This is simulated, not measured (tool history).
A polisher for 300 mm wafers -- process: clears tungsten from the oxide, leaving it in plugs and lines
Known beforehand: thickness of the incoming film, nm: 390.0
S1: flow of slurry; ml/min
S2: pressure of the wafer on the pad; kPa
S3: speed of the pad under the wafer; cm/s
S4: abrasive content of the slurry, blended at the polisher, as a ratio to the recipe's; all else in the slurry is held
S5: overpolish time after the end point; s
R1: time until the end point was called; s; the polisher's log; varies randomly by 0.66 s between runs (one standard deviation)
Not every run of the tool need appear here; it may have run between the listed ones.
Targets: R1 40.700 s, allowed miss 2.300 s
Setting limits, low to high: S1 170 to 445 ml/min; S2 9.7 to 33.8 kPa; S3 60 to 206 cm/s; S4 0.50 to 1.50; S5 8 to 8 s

run,hour,S1,S2,S3,S4,S5,R1
1,0.0,285,21.4,132,1.00,8,65.571
2,2.8,285,21.4,132,1.00,8,64.890
3,6.1,285,22.8,132,1.00,8,61.733
4,11.3,285,22.8,132,1.00,8,63.276
5,13.8,285,24.1,134,1.00,8,59.409
6,15.3,285,25.5,136,1.00,8,53.679
7,16.4,285,26.2,136,1.00,8,54.392
8,21.9,285,26.2,136,1.00,8,53.918
9,25.6,285,26.9,136,1.00,8,51.442
10,33.2,285,27.6,136,1.00,8,50.784
11,37.6,285,28.3,136,1.00,8,49.571
12,39.4,285,29.0,136,1.00,8,49.416
13,43.1,285,29.6,138,1.00,8,47.220
14,49.5,285,30.3,138,1.00,8,46.897

4 next moves are on the table. One of them brings every result within its allowed miss. Which?
A,55.9,205,23.4,150,0.95,8,?
B,55.9,315,29.0,136,1.15,8,?
C,55.9,330,30.3,154,1.00,8,?
D,55.9,375,32.4,108,1.10,8,?

move,R1
A,56.222
B,47.375
C,41.303
D,53.446
A: lands further from the targets than the last run did
B: lands further from the targets than the last run did
C: all results in spec
D: lands further from the targets than the last run did
The right move is C.
